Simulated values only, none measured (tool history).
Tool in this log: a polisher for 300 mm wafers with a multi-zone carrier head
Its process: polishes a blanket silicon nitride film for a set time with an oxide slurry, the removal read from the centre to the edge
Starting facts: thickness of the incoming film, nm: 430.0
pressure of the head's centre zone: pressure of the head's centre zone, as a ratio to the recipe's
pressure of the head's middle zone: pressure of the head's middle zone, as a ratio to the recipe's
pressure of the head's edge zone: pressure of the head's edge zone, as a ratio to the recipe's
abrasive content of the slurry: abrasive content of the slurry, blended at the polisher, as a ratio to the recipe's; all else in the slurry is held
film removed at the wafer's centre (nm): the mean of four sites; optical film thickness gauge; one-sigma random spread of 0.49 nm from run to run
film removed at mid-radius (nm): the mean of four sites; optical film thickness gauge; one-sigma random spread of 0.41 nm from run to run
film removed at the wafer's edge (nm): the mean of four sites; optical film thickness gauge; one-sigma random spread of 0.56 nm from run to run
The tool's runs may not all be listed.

| run | hour | flow of slurry (ml/min) | pressure of the head's centre zone | pressure of the head's middle zone | pressure of the head's edge zone | abrasive content of the slurry | polishing time (s) | film removed at the wafer's centre (nm) | film removed at mid-radius (nm) | film removed at the wafer's edge (nm) |
|---|---|---|---|---|---|---|---|---|---|---|
| 1 | 0 | 195 | 1 | 1 | 1 | 1 | 44 | 25.919 | 25.988 | 26.71 |
| 2 | 4.4 | 195 | 1 | 1 | 1.07 | 1 | 44 | 25.551 | 26.385 | 27.926 |
| 3 | 9.8 | 200 | 1.03 | 1.01 | 1.1 | 1.15 | 46 | 29.864 | 30.068 | 31.319 |
| 4 | 10.4 | 200 | 1.03 | 1.01 | 1.1 | 1.3 | 46 | 30.741 | 31.006 | 33.574 |
| 5 | 12.6 | 150 | 1.03 | 1.01 | 1.1 | 1.3 | 46 | 29.009 | 29.605 | 31.423 |
| 6 | 16.2 | 150 | 1.03 | 0.97 | 1.1 | 1.3 | 46 | 29.384 | 28.54 | 31.947 |
| 7 | 21 | 185 | 1.05 | 1 | 1.13 | 1.35 | 47 | 32.58 | 32.245 | 34.422 |
| 8 | 22.1 | 210 | 1.05 | 1 | 1.15 | 1.4 | 48 | 34.458 | 33.523 | 35.765 |

Predict the results of run 9:
| 9 | 28.3 | 215 | 1.04 | 1 | 1.15 | 1.45 | 50 | ? | ? | ? |

Run 9 came out at film removed at the wafer's centre (nm) 36.89, film removed at mid-radius (nm) 35.523, film removed at the wafer's edge (nm) 38.554.

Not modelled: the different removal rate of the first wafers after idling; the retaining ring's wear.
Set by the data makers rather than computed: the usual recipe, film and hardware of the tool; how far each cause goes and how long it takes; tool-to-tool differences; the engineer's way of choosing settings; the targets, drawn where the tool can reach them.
